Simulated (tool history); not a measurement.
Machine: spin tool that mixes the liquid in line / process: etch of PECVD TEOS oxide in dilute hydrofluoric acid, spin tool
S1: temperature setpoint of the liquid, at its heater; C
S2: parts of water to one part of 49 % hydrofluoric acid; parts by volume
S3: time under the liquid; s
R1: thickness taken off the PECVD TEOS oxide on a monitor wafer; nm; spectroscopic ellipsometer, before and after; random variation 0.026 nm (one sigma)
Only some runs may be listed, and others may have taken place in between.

Run 1, hour 0.0: S1 21.0 C, S2 275 parts by volume, S3 100 s. Result: R1 3.6346 nm.
Run 2, hour 5.0: S1 20.5 C, S2 280 parts by volume, S3 100 s. Result: R1 3.5262 nm.
Run 3, hour 11.6: S1 20.0 C, S2 285 parts by volume, S3 100 s. Result: R1 3.3461 nm.
Run 4, hour 16.2: S1 20.0 C, S2 380 parts by volume, S3 100 s. Result: R1 2.3419 nm.
Run 5, hour 22.8: S1 20.5 C, S2 380 parts by volume, S3 100 s. Result: R1 2.4234 nm.
Run 6, hour 28.6: S1 20.5 C, S2 380 parts by volume, S3 100 s. Result: R1 2.3533 nm.
At hour 37.5: thermometer replaced.
Run 7, hour 37.5: S1 24.5 C, S2 375 parts by volume, S3 100 s. Result: R1 3.0140 nm.

For run 8, what comes out?
Run 8, hour 45.3: S1 24.0 C, S2 375 parts by volume, S3 100 s. Result: R1 ?.

R1: 2.9669 nm
